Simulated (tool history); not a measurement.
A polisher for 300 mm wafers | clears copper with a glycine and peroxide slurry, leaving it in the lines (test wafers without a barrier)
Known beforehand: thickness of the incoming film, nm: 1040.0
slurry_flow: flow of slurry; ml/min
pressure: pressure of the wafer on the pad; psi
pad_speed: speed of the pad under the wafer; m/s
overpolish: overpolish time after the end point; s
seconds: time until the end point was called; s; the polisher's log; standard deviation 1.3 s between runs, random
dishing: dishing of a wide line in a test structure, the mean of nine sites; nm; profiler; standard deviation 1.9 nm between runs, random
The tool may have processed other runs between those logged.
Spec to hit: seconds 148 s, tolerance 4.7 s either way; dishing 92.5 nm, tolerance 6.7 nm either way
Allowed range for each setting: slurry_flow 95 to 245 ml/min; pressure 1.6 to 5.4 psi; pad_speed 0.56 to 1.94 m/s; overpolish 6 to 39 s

{"run": 1, "day": 0.0, "slurry_flow": 155, "pressure": 3.5, "pad_speed": 1.24, "overpolish": 20, "seconds": 125.07, "dishing": 77.358}
{"run": 2, "day": 0.183, "slurry_flow": 155, "pressure": 3.5, "pad_speed": 0.92, "overpolish": 20, "seconds": 146.49, "dishing": 73.359}
{"run": 3, "day": 0.321, "slurry_flow": 155, "pressure": 4.1, "pad_speed": 0.92, "overpolish": 20, "seconds": 129.95, "dishing": 74.295}
{"run": 4, "day": 0.662, "slurry_flow": 155, "pressure": 3.3, "pad_speed": 0.92, "overpolish": 20, "seconds": 148.7, "dishing": 70.503}
{"run": 5, "day": 0.875, "slurry_flow": 155, "pressure": 3.3, "pad_speed": 0.92, "overpolish": 21, "seconds": 150.62, "dishing": 72.619}
{"run": 6, "day": 0.929, "slurry_flow": 155, "pressure": 3.3, "pad_speed": 0.92, "overpolish": 22, "seconds": 151.07, "dishing": 71.82}
{"run": 7, "day": 1.042, "slurry_flow": 155, "pressure": 3.3, "pad_speed": 0.92, "overpolish": 24, "seconds": 150.33, "dishing": 76.602}
{"run": 8, "day": 1.246, "slurry_flow": 155, "pressure": 3.3, "pad_speed": 0.92, "overpolish": 25, "seconds": 151.29, "dishing": 81.92}
{"run": 9, "day": 1.483, "slurry_flow": 160, "pressure": 3.3, "pad_speed": 0.92, "overpolish": 27, "seconds": 149.14, "dishing": 82.784}
{"run": 10, "day": 1.825, "slurry_flow": 160, "pressure": 3.3, "pad_speed": 0.92, "overpolish": 28, "seconds": 149.55, "dishing": 85.881}

Below are 5 possible settings for the next run. Only one of them brings all results inside the allowed miss of their targets. Which is it?
{"run": "A", "day": 2.167, "slurry_flow": 215, "pressure": 3.3, "pad_speed": 0.88, "overpolish": 26, "seconds": "?", "dishing": "?"}
{"run": "B", "day": 2.167, "slurry_flow": 155, "pressure": 3.1, "pad_speed": 1.02, "overpolish": 33, "seconds": "?", "dishing": "?"}
{"run": "C", "day": 2.167, "slurry_flow": 165, "pressure": 3.6, "pad_speed": 0.9, "overpolish": 23, "seconds": "?", "dishing": "?"}
{"run": "D", "day": 2.167, "slurry_flow": 165, "pressure": 3.2, "pad_speed": 0.92, "overpolish": 25, "seconds": "?", "dishing": "?"}
{"run": "E", "day": 2.167, "slurry_flow": 185, "pressure": 3.9, "pad_speed": 0.58, "overpolish": 22, "seconds": "?", "dishing": "?"}

move=A seconds=145.47 dishing=82.763
move=B seconds=148.81 dishing=90.927
move=C seconds=141.61 dishing=78.78
move=D seconds=151.28 dishing=79.219
move=E seconds=157.11 dishing=73.213
A: lands further from the targets than the last run did
B: every result within its allowed miss
C: lands further from the targets than the last run did
D: lands further from the targets than the last run did
E: lands further from the targets than the last run did
Answer: B
